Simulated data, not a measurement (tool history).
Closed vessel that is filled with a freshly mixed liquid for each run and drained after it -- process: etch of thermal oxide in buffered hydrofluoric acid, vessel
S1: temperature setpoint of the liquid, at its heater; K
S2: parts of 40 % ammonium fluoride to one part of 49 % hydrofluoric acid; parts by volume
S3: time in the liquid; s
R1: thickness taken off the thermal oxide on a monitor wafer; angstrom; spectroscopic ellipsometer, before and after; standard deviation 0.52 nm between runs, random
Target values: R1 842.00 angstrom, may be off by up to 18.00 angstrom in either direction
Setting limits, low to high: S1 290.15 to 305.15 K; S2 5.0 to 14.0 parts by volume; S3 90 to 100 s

run	hour	S1	S2	S3	R1
1	0.0	298.15	8.5	90	1226.10
2	9.3	298.15	10.5	90	1030.90
3	12.8	298.15	12.0	90	906.15
4	20.6	298.15	12.0	100	1016.00
5	22.7	298.15	12.0	100	1009.90
6	30.7	301.65	12.0	100	1229.60
7	33.3	299.15	12.0	100	1060.60
8	38.3	297.65	12.0	100	975.53
9	45.7	296.65	12.0	100	926.65
10	47.2	296.15	12.0	100	897.76
11	49.3	295.65	12.0	100	879.44

5 candidate next runs follow, results not yet known. Just one meets every target within its allowed miss. Identify it.
A	51.4	294.65	12.5	100	?
B	51.4	294.15	12.0	100	?
C	51.4	295.15	11.5	100	?
D	51.4	296.65	12.5	95	?
E	51.4	297.15	12.5	95	?

move	R1
A	799.53
B	809.32
C	891.81
D	848.06
E	871.56
A: takes the result that was furthest off past its target
B: takes the result that was furthest off past its target
C: the biggest miss grows against the last run
D: hits every target within its allowed miss
E: an improvement on the last run, though not all results are within tolerance
D is the move that brings every result within its allowed miss.
